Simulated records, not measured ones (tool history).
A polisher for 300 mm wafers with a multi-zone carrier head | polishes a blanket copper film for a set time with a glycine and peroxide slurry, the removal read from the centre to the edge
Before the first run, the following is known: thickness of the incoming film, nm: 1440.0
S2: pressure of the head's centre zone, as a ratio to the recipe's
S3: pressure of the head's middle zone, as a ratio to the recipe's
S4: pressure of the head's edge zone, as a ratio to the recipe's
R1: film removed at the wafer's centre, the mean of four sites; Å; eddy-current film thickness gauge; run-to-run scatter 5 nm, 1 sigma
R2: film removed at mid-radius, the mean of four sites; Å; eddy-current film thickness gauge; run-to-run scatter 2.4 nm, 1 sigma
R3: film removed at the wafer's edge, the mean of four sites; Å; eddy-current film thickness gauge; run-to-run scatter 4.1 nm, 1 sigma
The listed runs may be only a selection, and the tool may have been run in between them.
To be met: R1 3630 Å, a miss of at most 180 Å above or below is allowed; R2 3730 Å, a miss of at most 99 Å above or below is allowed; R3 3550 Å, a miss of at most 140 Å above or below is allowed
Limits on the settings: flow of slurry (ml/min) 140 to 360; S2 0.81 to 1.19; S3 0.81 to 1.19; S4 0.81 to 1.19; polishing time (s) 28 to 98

{"run": 1, "hour": 0.0, "flow of slurry (ml/min)": 230, "S2": 1, "S3": 1, "S4": 1, "polishing time (s)": 63, "R1": 3264.1, "R2": 3228.1, "R3": 3270.3}
{"run": 2, "hour": 4.2, "flow of slurry (ml/min)": 230, "S2": 1, "S3": 1, "S4": 0.92, "polishing time (s)": 63, "R1": 3317.2, "R2": 3246, "R3": 3123.7}
{"run": 3, "hour": 7.5, "flow of slurry (ml/min)": 240, "S2": 1.01, "S3": 1.02, "S4": 0.94, "polishing time (s)": 64, "R1": 3362.1, "R2": 3352.8, "R3": 3288.6}
{"run": 4, "hour": 15.9, "flow of slurry (ml/min)": 285, "S2": 1.01, "S3": 1.02, "S4": 0.94, "polishing time (s)": 64, "R1": 3437.1, "R2": 3437.7, "R3": 3291.9}
{"run": 5, "hour": 17.8, "flow of slurry (ml/min)": 285, "S2": 1.02, "S3": 1.03, "S4": 0.95, "polishing time (s)": 64, "R1": 3438.6, "R2": 3459.8, "R3": 3252.3}
{"run": 6, "hour": 24.2, "flow of slurry (ml/min)": 285, "S2": 1.02, "S3": 1.03, "S4": 0.95, "polishing time (s)": 53, "R1": 2919.2, "R2": 2867.9, "R3": 2751.8}
{"run": 7, "hour": 30.1, "flow of slurry (ml/min)": 285, "S2": 1.04, "S3": 1.05, "S4": 0.98, "polishing time (s)": 56, "R1": 3031.2, "R2": 3080, "R3": 2929.1}
{"run": 8, "hour": 37.8, "flow of slurry (ml/min)": 285, "S2": 1.06, "S3": 1.06, "S4": 1, "polishing time (s)": 58, "R1": 3221.3, "R2": 3231.4, "R3": 2999.5}
{"run": 9, "hour": 45.6, "flow of slurry (ml/min)": 305, "S2": 1.03, "S3": 1.05, "S4": 1.09, "polishing time (s)": 68, "R1": 3699.4, "R2": 3788.4, "R3": 3782.1}
{"run": 10, "hour": 47.1, "flow of slurry (ml/min)": 305, "S2": 1.03, "S3": 1.05, "S4": 1.08, "polishing time (s)": 68, "R1": 3798.8, "R2": 3769, "R3": 3766.3}
{"run": 11, "hour": 53.1, "flow of slurry (ml/min)": 300, "S2": 1.03, "S3": 1.05, "S4": 1.07, "polishing time (s)": 68, "R1": 3689.7, "R2": 3758.3, "R3": 3800.4}
{"run": 12, "hour": 56.0, "flow of slurry (ml/min)": 300, "S2": 1.03, "S3": 1.05, "S4": 1.05, "polishing time (s)": 68, "R1": 3855.7, "R2": 3728.3, "R3": 3748.9}

4 next moves are on the table. One of them brings every result within its allowed miss. Which?
{"run": "A", "hour": 58.9, "flow of slurry (ml/min)": 350, "S2": 1.08, "S3": 0.94, "S4": 0.95, "polishing time (s)": 73, "R1": "?", "R2": "?", "R3": "?"}
{"run": "B", "hour": 58.9, "flow of slurry (ml/min)": 250, "S2": 1.06, "S3": 0.99, "S4": 0.97, "polishing time (s)": 68, "R1": "?", "R2": "?", "R3": "?"}
{"run": "C", "hour": 58.9, "flow of slurry (ml/min)": 245, "S2": 1.07, "S3": 1.16, "S4": 1.12, "polishing time (s)": 64, "R1": "?", "R2": "?", "R3": "?"}
{"run": "D", "hour": 58.9, "flow of slurry (ml/min)": 265, "S2": 1.05, "S3": 1.03, "S4": 1.16, "polishing time (s)": 71, "R1": "?", "R2": "?", "R3": "?"}

move=A R1=4367.3 R2=3828.2 R3=3792.6
move=B R1=3841.9 R2=3577.9 R3=3472.5
move=C R1=3643.7 R2=3785 R3=3494.6
move=D R1=4005.5 R2=3873.8 R3=3982.2
A: further off than the last run
B: the furthest-off result lands on target, but another misses its tolerance
C: each result inside its tolerance
D: further off than the last run
The move that meets every target is C.
